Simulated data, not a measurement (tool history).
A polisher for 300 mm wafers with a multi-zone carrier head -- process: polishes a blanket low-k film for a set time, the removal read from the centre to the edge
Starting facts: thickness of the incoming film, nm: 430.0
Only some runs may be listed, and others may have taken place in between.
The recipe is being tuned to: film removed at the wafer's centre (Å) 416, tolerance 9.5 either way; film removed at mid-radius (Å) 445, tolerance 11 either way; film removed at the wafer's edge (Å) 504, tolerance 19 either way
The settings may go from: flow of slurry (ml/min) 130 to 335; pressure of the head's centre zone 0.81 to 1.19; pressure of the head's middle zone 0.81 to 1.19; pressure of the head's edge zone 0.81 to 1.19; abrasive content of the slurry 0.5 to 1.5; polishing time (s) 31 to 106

run,hour,flow of slurry (ml/min),pressure of the head's centre zone,pressure of the head's middle zone,pressure of the head's edge zone,abrasive content of the slurry,polishing time (s),film removed at the wafer's centre (Å),film removed at mid-radius (Å),film removed at the wafer's edge (Å)
1,0,215,1,1,1,1,68,309.03,292.41,275.33
2,8.7,170,1,1,1,1,68,291.66,284.38,268.76
3,14.5,170,1,1,1,1,53,227.92,220.03,205.61
4,21.1,165,0.96,0.98,1.06,1.15,64,280.18,279.93,271.92
5,23.2,165,0.96,0.98,1.06,1.25,64,286.49,291.28,286.62
6,31.1,165,0.96,0.98,1.06,1.25,53,239.38,238.88,237.13
7,33.7,175,0.92,0.95,1.1,1.35,64,288.77,293.42,302.46
8,41.3,180,0.82,0.87,1.19,1.5,83,346.92,369.04,422.14
9,45.4,190,0.82,0.87,1.19,1.5,87,365.19,394.17,446.62
10,53.6,230,0.83,0.86,1.19,1.5,96,427.14,444.63,496.28

Exercise: of the 5 proposed moves below, exactly one satisfies all targets within the stated allowed misses. Which move is it?
A,61.8,245,0.81,0.87,1.19,1.45,97,?,?,?
B,61.8,250,0.86,0.87,1.13,1.5,93,?,?,?
C,61.8,230,0.9,0.95,1.17,1.5,91,?,?,?
D,61.8,255,0.85,0.82,1.19,1.35,101,?,?,?
E,61.8,185,0.87,0.86,1.18,1.35,102,?,?,?

move,film removed at the wafer's centre (Å),film removed at mid-radius (Å),film removed at the wafer's edge (Å)
A,424.37,450.65,511.8
B,438.8,438.43,485.18
C,444.35,456.44,478.46
D,454,437.27,521.14
E,445.37,437.96,505.66
A: all results land within tolerance of their targets
B: moves away from the targets compared with the last run
C: moves away from the targets compared with the last run
D: moves away from the targets compared with the last run
E: moves away from the targets compared with the last run
Move A is the one to make.

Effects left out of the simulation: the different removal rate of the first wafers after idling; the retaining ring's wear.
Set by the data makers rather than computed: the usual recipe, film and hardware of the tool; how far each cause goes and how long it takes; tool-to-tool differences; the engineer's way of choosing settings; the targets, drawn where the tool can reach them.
